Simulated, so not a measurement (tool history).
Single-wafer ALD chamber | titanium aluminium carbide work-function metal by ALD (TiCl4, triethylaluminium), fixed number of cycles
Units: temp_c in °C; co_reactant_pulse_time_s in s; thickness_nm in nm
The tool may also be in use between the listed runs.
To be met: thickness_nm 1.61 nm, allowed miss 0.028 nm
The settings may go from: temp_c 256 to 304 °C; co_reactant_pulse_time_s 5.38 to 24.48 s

Run 1, day 0: temp_c 280 °C, co_reactant_pulse_time_s 14.93 s. Result: thickness_nm 1.846 nm.
Run 2, day 0.367: temp_c 285 °C, co_reactant_pulse_time_s 14.93 s. Result: thickness_nm 1.8709 nm.
Run 3, day 0.579: temp_c 279 °C, co_reactant_pulse_time_s 14.93 s. Result: thickness_nm 1.8223 nm.
Run 4, day 0.642: temp_c 276 °C, co_reactant_pulse_time_s 14.13 s. Result: thickness_nm 1.7967 nm.
Run 5, day 0.879: temp_c 273 °C, co_reactant_pulse_time_s 13.42 s. Result: thickness_nm 1.7676 nm.
Run 6, day 1.158: temp_c 280 °C, co_reactant_pulse_time_s 13.42 s. Result: thickness_nm 1.8307 nm.
Run 7, day 1.346: temp_c 277 °C, co_reactant_pulse_time_s 12.52 s. Result: thickness_nm 1.7892 nm.
Run 8, day 1.475: temp_c 274 °C, co_reactant_pulse_time_s 12.1 s. Result: thickness_nm 1.7669 nm.

Which of these 5 next moves meets every target?
Run A, day 1.604: temp_c 287 °C, co_reactant_pulse_time_s 6.92 s. Result: thickness_nm ?.
Run B, day 1.604: temp_c 263 °C, co_reactant_pulse_time_s 9.59 s. Result: thickness_nm ?.
Run C, day 1.604: temp_c 256 °C, co_reactant_pulse_time_s 9.19 s. Result: thickness_nm ?.
Run D, day 1.604: temp_c 269 °C, co_reactant_pulse_time_s 10.13 s. Result: thickness_nm ?.
Run E, day 1.604: temp_c 303 °C, co_reactant_pulse_time_s 17.55 s. Result: thickness_nm ?.

move  thickness_nm
   A        1.5568
   B        1.6198
   C        1.5529
   D         1.683
   E        2.0184
A: takes the result that was furthest off past its target
B: meets every target
C: takes the result that was furthest off past its target
D: nearer than the last run, and not there yet
E: further off than the last run
Answer: B
